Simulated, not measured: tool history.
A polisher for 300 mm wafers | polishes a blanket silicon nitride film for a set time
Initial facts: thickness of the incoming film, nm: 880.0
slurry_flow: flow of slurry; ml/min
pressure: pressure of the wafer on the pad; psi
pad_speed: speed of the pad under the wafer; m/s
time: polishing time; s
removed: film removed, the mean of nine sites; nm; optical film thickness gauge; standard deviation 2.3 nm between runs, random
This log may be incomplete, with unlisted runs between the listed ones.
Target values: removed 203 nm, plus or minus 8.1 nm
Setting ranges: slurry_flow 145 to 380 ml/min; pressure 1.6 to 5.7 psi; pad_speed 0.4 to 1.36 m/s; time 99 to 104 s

run	hour	slurry_flow	pressure	pad_speed	time	removed
1	0	245	3.6	0.88	99	140.58
2	6.8	280	3.6	0.88	99	140.42
3	8.3	235	3.6	0.88	99	141.29
4	10.6	200	3.6	0.88	99	139.22
5	11.8	255	3.6	0.88	99	140.33
6	19.5	255	3.2	0.88	99	129.65
7	22.4	255	3.6	0.88	99	138.59
8	26.2	255	3.9	0.88	99	149.35
9	29.7	255	4.2	0.88	99	158.8
10	35.5	255	4.4	0.88	99	163.94

4 candidate next runs follow, results not yet known. Just one meets every target within its allowed miss. Identify it.
A	41.3	145	4.6	0.62	99	?
B	41.3	270	4.3	0.66	99	?
C	41.3	310	4.9	0.92	104	?
D	41.3	235	5.7	0.96	104	?

move	removed
A	134.91
B	138.91
C	200.41
D	230.02
A: misses by more than the last run did
B: misses by more than the last run did
C: every result lands within tolerance
D: pushes the last run's worst result past its target
Move C is the one to make.
